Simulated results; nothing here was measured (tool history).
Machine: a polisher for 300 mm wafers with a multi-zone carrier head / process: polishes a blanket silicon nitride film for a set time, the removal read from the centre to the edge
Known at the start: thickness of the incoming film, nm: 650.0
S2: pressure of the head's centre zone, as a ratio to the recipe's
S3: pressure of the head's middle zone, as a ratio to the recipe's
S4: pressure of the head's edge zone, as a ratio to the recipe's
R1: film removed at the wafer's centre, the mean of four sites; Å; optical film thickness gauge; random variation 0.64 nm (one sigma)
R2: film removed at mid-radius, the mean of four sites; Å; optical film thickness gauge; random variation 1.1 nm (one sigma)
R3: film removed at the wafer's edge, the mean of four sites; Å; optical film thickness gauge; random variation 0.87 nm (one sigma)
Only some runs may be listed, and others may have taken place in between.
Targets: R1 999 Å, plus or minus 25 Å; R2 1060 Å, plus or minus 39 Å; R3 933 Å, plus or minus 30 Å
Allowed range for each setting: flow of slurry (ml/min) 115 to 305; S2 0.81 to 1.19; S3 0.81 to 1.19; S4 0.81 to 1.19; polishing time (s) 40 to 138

Run 1, day 0: flow of slurry (ml/min) 195, S2 1, S3 1, S4 1, polishing time (s) 88. Result: R1 1129.4 Å, R2 1152.7 Å, R3 1104.4 Å.
Run 2, day 0.183: flow of slurry (ml/min) 195, S2 1, S3 1, S4 0.96, polishing time (s) 88. Result: R1 1124.6 Å, R2 1142 Å, R3 1086 Å.
Run 3, day 0.488: flow of slurry (ml/min) 195, S2 1, S3 1, S4 0.91, polishing time (s) 88. Result: R1 1143.5 Å, R2 1145.3 Å, R3 1050.2 Å.
Run 4, day 0.675: flow of slurry (ml/min) 195, S2 1.08, S3 1, S4 0.91, polishing time (s) 88. Result: R1 1224.4 Å, R2 1119.3 Å, R3 1055.4 Å.
Run 5, day 1.033: flow of slurry (ml/min) 195, S2 1.08, S3 1, S4 0.91, polishing time (s) 102. Result: R1 1422.7 Å, R2 1315.9 Å, R3 1216.3 Å.
Run 6, day 1.267: flow of slurry (ml/min) 190, S2 1.04, S3 1, S4 0.89, polishing time (s) 96. Result: R1 1278 Å, R2 1236.5 Å, R3 1134.8 Å.
Run 7, day 1.5: flow of slurry (ml/min) 190, S2 1.01, S3 1, S4 0.87, polishing time (s) 91. Result: R1 1184.8 Å, R2 1174.9 Å, R3 1069 Å.
Run 8, day 1.796: flow of slurry (ml/min) 185, S2 0.99, S3 1, S4 0.85, polishing time (s) 88. Result: R1 1110.7 Å, R2 1120.4 Å, R3 1017 Å.
Run 9, day 1.829: flow of slurry (ml/min) 175, S2 0.98, S3 1.01, S4 0.84, polishing time (s) 87. Result: R1 1087.9 Å, R2 1127.6 Å, R3 982.93 Å.
Run 10, day 1.908: flow of slurry (ml/min) 165, S2 0.97, S3 1, S4 0.83, polishing time (s) 87. Result: R1 1046.6 Å, R2 1087 Å, R3 981.92 Å.

Exercise: of the 5 proposed moves below, exactly one satisfies all targets within the stated allowed misses. Which move is it?
Run A, day 1.988: flow of slurry (ml/min) 130, S2 0.99, S3 1.05, S4 0.82, polishing time (s) 87. Result: R1 ?, R2 ?, R3 ?.
Run B, day 1.988: flow of slurry (ml/min) 165, S2 1.01, S3 1.01, S4 0.82, polishing time (s) 87. Result: R1 ?, R2 ?, R3 ?.
Run C, day 1.988: flow of slurry (ml/min) 150, S2 1.01, S3 1.07, S4 0.83, polishing time (s) 85. Result: R1 ?, R2 ?, R3 ?.
Run D, day 1.988: flow of slurry (ml/min) 170, S2 1.01, S3 0.93, S4 0.81, polishing time (s) 90. Result: R1 ?, R2 ?, R3 ?.
Run E, day 1.988: flow of slurry (ml/min) 155, S2 0.95, S3 0.94, S4 0.87, polishing time (s) 91. Result: R1 ?, R2 ?, R3 ?.

move      R1      R2      R3
   A  1014.2  1060.5   940.3
   B  1100.6  1087.9  977.86
   C  1051.8  1087.7  946.19
   D  1145.4  1065.6  1011.3
   E  1066.3  1066.2  1041.3
A: each result inside its tolerance
B: its largest miss is bigger than the last run's
C: its largest miss is bigger than the last run's
D: its largest miss is bigger than the last run's
E: its largest miss is bigger than the last run's
Move A is the one to make.
